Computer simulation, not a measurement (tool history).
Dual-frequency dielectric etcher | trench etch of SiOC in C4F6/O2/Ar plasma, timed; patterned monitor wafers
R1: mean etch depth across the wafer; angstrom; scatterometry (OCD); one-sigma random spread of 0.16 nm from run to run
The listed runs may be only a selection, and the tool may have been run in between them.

run 1 day=0.000 | source_power_(W)=370 bias_power_(W)=140 etch_time_(s)=16.5 | R1=305.24
run 2 day=0.196 | source_power_(W)=370 bias_power_(W)=156 etch_time_(s)=16.5 | R1=321.80
run 3 day=0.538 | source_power_(W)=350 bias_power_(W)=149 etch_time_(s)=16.5 | R1=312.92
run 4 day=0.867 | source_power_(W)=340 bias_power_(W)=139 etch_time_(s)=16.5 | R1=297.54
run 5 day=1.242 | source_power_(W)=340 bias_power_(W)=125 etch_time_(s)=16.5 | R1=283.45
run 6 day=1.404 | source_power_(W)=340 bias_power_(W)=143 etch_time_(s)=16.5 | R1=296.07
run 7 day=1.450 | source_power_(W)=320 bias_power_(W)=140 etch_time_(s)=16.5 | R1=290.33
run 8 day=1.679 | source_power_(W)=310 bias_power_(W)=135 etch_time_(s)=16.5 | R1=283.23
run 9 day=1.871 | source_power_(W)=300 bias_power_(W)=131 etch_time_(s)=16.5 | R1=275.62
run 10 day=2.242 | source_power_(W)=290 bias_power_(W)=128 etch_time_(s)=16.5 | R1=268.77
run 11 day=2.300 | source_power_(W)=280 bias_power_(W)=126 etch_time_(s)=16.5 | R1=265.90
run 12 day=2.642 | source_power_(W)=270 bias_power_(W)=124 etch_time_(s)=16.5 | R1=259.67

For run 13, what comes out?
run 13 day=2.792 | source_power_(W)=260 bias_power_(W)=122 etch_time_(s)=16.5 | R1=?

Run 13 produced R1 254.21 angstrom.
